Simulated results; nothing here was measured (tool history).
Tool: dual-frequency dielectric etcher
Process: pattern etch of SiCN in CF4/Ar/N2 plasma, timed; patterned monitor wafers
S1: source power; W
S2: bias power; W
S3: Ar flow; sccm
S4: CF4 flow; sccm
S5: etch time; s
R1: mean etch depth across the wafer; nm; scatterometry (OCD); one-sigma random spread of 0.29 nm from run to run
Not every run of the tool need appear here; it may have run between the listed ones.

run  hour   S1  S2   S3  S4     S5      R1
  1     0  370  63  126  47  214.5  135.91
  2   6.2  370  63  106  47  214.5  140.42
  3  11.4  370  63  106  47  214.5  139.85
  4  13.4  360  63  106  47  214.5  136.21
  5  20.2  360  63   93  47  214.5  139.33
  6  25.3  350  63   93  47  214.5  135.14
  7  27.9  340  63   93  47  214.5  131.43
  8  34.6  340  63   93  47  214.5  131.23
  9  37.2  340  63   93  47  214.5  131.21

Expected results for the next run?
 10    42  330  63  93  47  214.5   ?

Logged for run 10: R1 126.89 nm.

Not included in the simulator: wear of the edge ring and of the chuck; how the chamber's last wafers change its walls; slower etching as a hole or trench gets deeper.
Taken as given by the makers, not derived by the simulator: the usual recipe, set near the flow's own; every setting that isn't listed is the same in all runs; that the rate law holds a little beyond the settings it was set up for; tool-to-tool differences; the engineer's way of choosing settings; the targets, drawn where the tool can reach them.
